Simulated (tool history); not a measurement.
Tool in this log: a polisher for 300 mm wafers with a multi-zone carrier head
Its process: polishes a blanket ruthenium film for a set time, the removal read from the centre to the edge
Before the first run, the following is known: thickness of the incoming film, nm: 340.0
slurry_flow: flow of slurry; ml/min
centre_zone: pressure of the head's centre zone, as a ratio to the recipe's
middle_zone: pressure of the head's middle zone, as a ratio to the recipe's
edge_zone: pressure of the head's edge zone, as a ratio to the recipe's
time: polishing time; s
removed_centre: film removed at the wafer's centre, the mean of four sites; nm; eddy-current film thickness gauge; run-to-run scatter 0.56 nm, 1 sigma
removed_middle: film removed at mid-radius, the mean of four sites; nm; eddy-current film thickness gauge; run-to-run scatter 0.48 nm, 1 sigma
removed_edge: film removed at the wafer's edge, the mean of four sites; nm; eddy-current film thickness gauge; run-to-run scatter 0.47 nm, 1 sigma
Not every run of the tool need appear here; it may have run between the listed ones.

| run | hour | slurry_flow | centre_zone | middle_zone | edge_zone | time | removed_centre | removed_middle | removed_edge |
|---|---|---|---|---|---|---|---|---|---|
| 1 | 0.0 | 145 | 1.00 | 1.00 | 1.00 | 55 | 55.923 | 56.172 | 55.406 |
| 2 | 2.2 | 145 | 1.00 | 1.00 | 1.00 | 46 | 47.623 | 46.524 | 45.490 |
| 3 | 5.4 | 145 | 1.00 | 1.00 | 1.00 | 56 | 57.703 | 58.200 | 56.164 |
| 4 | 13.8 | 140 | 0.98 | 1.02 | 0.97 | 56 | 55.335 | 57.651 | 55.116 |
| 5 | 22.1 | 140 | 1.02 | 1.02 | 0.97 | 56 | 58.308 | 58.251 | 54.949 |
| 6 | 25.6 | 135 | 1.00 | 1.04 | 0.95 | 56 | 56.822 | 58.328 | 53.880 |
| 7 | 33.6 | 130 | 0.98 | 1.06 | 0.94 | 56 | 55.306 | 58.900 | 53.515 |
| 8 | 38.7 | 125 | 0.96 | 1.08 | 0.92 | 56 | 53.611 | 59.133 | 53.329 |

Run 9 comes next. What will it give?
| 9 | 41.4 | 105 | 0.92 | 1.17 | 0.82 | 53 | ? | ? | ? |

{"run 9": {"removed_centre": 45.113, "removed_middle": 58.359, "removed_edge": 46.412}}

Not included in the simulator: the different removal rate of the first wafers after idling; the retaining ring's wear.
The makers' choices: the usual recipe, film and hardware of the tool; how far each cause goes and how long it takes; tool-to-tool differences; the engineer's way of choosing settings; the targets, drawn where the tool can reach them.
